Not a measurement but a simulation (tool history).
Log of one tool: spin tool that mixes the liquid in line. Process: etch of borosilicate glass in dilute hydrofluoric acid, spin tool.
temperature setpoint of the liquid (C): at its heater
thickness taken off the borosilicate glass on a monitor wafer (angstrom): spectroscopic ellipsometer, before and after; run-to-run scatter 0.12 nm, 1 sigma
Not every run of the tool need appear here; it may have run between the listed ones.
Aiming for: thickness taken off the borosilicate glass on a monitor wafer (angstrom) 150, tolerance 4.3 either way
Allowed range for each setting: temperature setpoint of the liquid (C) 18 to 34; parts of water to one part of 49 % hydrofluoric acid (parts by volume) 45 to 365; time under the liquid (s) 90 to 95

run	hour	temperature setpoint of the liquid (C)	parts of water to one part of 49 % hydrofluoric acid (parts by volume)	time under the liquid (s)	thickness taken off the borosilicate glass on a monitor wafer (angstrom)
1	0	26	205	90	201.22
2	6.6	24.5	205	90	190.33
3	12.1	23.5	205	90	181.75
4	16.9	23.5	170	90	224.19
5	25.7	26	170	90	250.39
6	27.4	24.5	175	90	230.19
7	31.2	23.5	180	90	214.01
# hour 40.2: thermometer replaced
8	40.2	22.5	185	90	206.08
9	43.9	22	190	90	196.72
10	47	21.5	195	90	187.86
11	55	21	200	90	178.5
12	58.6	20.5	205	90	170.78
13	64.7	20	205	90	167.03
14	72.4	19.5	205	90	163.27
15	78.6	19.5	205	90	162.7

Which of these 5 next moves meets every target?
A	84.8	18.5	230	90	?
B	84.8	19	215	90	?
C	84.8	26	240	90	?
D	84.8	20.5	240	90	?
E	84.8	19.5	195	95	?

move	thickness taken off the borosilicate glass on a monitor wafer (angstrom)
A	136.52
B	150.99
C	170.81
D	139.86
E	182.64
A: pushes the last run's worst result past its target
B: every result lands within tolerance
C: misses by more than the last run did
D: pushes the last run's worst result past its target
E: misses by more than the last run did
Answer: B
